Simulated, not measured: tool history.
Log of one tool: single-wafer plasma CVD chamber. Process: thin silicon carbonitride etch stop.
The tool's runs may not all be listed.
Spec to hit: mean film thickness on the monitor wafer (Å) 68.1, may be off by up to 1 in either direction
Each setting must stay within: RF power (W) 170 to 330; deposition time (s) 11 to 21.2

| run | day | RF power (W) | deposition time (s) | mean film thickness on the monitor wafer (Å) |
|---|---|---|---|---|
| 1 | 0 | 250 | 16.1 | 93.971 |
| 2 | 0.312 | 235 | 15.3 | 88.435 |
| 3 | 0.408 | 205 | 15.3 | 85.495 |
| 4 | 0.467 | 200 | 14.6 | 81.315 |
| 5 | 0.658 | 230 | 14.6 | 84.008 |
| 6 | 0.929 | 230 | 16.5 | 94.762 |
| 7 | 1.3 | 220 | 15.6 | 88.996 |
| 8 | 1.55 | 220 | 15.6 | 88.755 |
| 9 | 1.892 | 210 | 14.9 | 83.98 |
| 10 | 2.129 | 170 | 12.3 | 66.406 |
| 11 | 2.483 | 175 | 12.3 | 66.288 |

Consider the 4 candidate settings below. Which is the only one whose results all fall within their allowed miss of target?
| A | 2.838 | 175 | 12.2 | ? |
| B | 2.838 | 180 | 11.7 | ? |
| C | 2.838 | 180 | 11.9 | ? |
| D | 2.838 | 185 | 12.4 | ? |

| move | mean film thickness on the monitor wafer (Å) |
|---|---|
| A | 66.385 |
| B | 64.032 |
| C | 65.126 |
| D | 68.247 |
A: gains on the last run, yet a result remains outside its allowed miss
B: the biggest miss grows against the last run
C: the biggest miss grows against the last run
D: every result within its allowed miss
The move that meets every target is D.
